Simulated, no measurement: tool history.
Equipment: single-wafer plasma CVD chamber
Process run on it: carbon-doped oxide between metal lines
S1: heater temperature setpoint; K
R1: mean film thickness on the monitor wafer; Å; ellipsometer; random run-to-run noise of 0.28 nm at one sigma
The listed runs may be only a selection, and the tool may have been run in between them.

Run 1, hour 0.0: S1 643.15 K, chamber pressure (Pa) 829, RF power (W) 440, deposition time (s) 19.8. Result: R1 878.76 Å.
Run 2, hour 7.3: S1 645.15 K, chamber pressure (Pa) 796, RF power (W) 430, deposition time (s) 19.8. Result: R1 856.93 Å.
Run 3, hour 9.5: S1 645.15 K, chamber pressure (Pa) 796, RF power (W) 430, deposition time (s) 19.8. Result: R1 854.01 Å.
Run 4, hour 15.6: S1 645.15 K, chamber pressure (Pa) 933, RF power (W) 430, deposition time (s) 19.8. Result: R1 854.53 Å.
Run 5, hour 17.3: S1 647.15 K, chamber pressure (Pa) 935, RF power (W) 425, deposition time (s) 19.8. Result: R1 852.62 Å.
Run 6, hour 23.6: S1 647.15 K, chamber pressure (Pa) 935, RF power (W) 425, deposition time (s) 19.8. Result: R1 847.06 Å.
Run 7, hour 27.4: S1 649.15 K, chamber pressure (Pa) 932, RF power (W) 420, deposition time (s) 19.8. Result: R1 833.03 Å.
Run 8, hour 28.5: S1 651.15 K, chamber pressure (Pa) 928, RF power (W) 415, deposition time (s) 19.8. Result: R1 818.78 Å.
Run 9, hour 31.7: S1 651.15 K, chamber pressure (Pa) 928, RF power (W) 415, deposition time (s) 19.8. Result: R1 825.45 Å.

What does the tool deliver on the next run?
Run 10, hour 35.9: S1 653.15 K, chamber pressure (Pa) 925, RF power (W) 410, deposition time (s) 19.8. Result: R1 ?.

R1: 811.01 Å
